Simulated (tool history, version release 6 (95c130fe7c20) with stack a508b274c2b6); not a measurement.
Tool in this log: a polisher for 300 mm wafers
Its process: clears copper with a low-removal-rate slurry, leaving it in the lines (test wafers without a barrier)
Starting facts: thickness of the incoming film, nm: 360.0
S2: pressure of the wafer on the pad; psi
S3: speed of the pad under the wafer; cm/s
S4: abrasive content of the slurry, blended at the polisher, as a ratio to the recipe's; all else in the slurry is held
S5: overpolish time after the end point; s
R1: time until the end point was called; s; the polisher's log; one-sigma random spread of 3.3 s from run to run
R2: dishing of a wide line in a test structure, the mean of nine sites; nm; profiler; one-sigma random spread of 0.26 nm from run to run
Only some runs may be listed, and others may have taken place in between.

{"run": 1, "hour": 0.0, "flow of slurry (ml/min)": 160, "S2": 2.6, "S3": 94, "S4": 1, "S5": 15, "R1": 173.43, "R2": 24.789}
{"run": 2, "hour": 4.8, "flow of slurry (ml/min)": 155, "S2": 2.3, "S3": 94, "S4": 1, "S5": 15, "R1": 189.42, "R2": 22.599}
{"run": 3, "hour": 8.5, "flow of slurry (ml/min)": 130, "S2": 2.3, "S3": 94, "S4": 1, "S5": 15, "R1": 193.68, "R2": 21.446}
{"run": 4, "hour": 10.3, "flow of slurry (ml/min)": 130, "S2": 2.7, "S3": 94, "S4": 1, "S5": 15, "R1": 167.1, "R2": 25.693}
{"run": 5, "hour": 14.8, "flow of slurry (ml/min)": 130, "S2": 2.4, "S3": 92, "S4": 1, "S5": 16, "R1": 188.38, "R2": 22.991}
{"run": 6, "hour": 16.4, "flow of slurry (ml/min)": 130, "S2": 2.4, "S3": 92, "S4": 1, "S5": 19, "R1": 191.92, "R2": 27.078}
{"run": 7, "hour": 21.2, "flow of slurry (ml/min)": 130, "S2": 2.2, "S3": 92, "S4": 1, "S5": 19, "R1": 204.42, "R2": 25.368}
{"run": 8, "hour": 30.0, "flow of slurry (ml/min)": 130, "S2": 2.2, "S3": 92, "S4": 1, "S5": 19, "R1": 207.72, "R2": 25.095}

What does the tool deliver on the next run?
{"run": 9, "hour": 34.0, "flow of slurry (ml/min)": 135, "S2": 1.6, "S3": 92, "S4": 1, "S5": 17, "R1": "?", "R2": "?"}

Logged for run 9: R1 285.34 s, R2 17.65 nm.

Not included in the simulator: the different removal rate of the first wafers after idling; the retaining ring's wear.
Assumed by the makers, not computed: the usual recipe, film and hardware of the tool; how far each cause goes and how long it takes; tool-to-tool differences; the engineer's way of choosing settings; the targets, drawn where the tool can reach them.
